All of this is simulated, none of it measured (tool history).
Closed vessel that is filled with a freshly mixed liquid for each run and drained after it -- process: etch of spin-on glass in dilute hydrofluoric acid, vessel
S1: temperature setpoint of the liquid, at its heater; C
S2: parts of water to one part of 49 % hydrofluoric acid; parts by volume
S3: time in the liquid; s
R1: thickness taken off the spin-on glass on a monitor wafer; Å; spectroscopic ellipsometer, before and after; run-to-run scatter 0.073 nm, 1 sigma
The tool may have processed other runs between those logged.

Run 1, hour 0: S1 26 C, S2 210 parts by volume, S3 30 s. Result: R1 30.644 Å.
Run 2, hour 4: S1 26 C, S2 275 parts by volume, S3 30 s. Result: R1 22.017 Å.
Run 3, hour 9.5: S1 28.5 C, S2 205 parts by volume, S3 30 s. Result: R1 34.135 Å.
Run 4, hour 15: S1 28.5 C, S2 165 parts by volume, S3 30 s. Result: R1 44.256 Å.
Run 5, hour 18.7: S1 28.5 C, S2 165 parts by volume, S3 30 s. Result: R1 44.629 Å.
Run 6, hour 21.9: S1 28.5 C, S2 225 parts by volume, S3 30 s. Result: R1 30.563 Å.
Run 7, hour 30.5: S1 30 C, S2 175 parts by volume, S3 30 s. Result: R1 44.172 Å.

What does the tool deliver on the next run?
Run 8, hour 33.7: S1 31 C, S2 145 parts by volume, S3 30 s. Result: R1 ?.

{"run 8": {"R1": 56.693}}

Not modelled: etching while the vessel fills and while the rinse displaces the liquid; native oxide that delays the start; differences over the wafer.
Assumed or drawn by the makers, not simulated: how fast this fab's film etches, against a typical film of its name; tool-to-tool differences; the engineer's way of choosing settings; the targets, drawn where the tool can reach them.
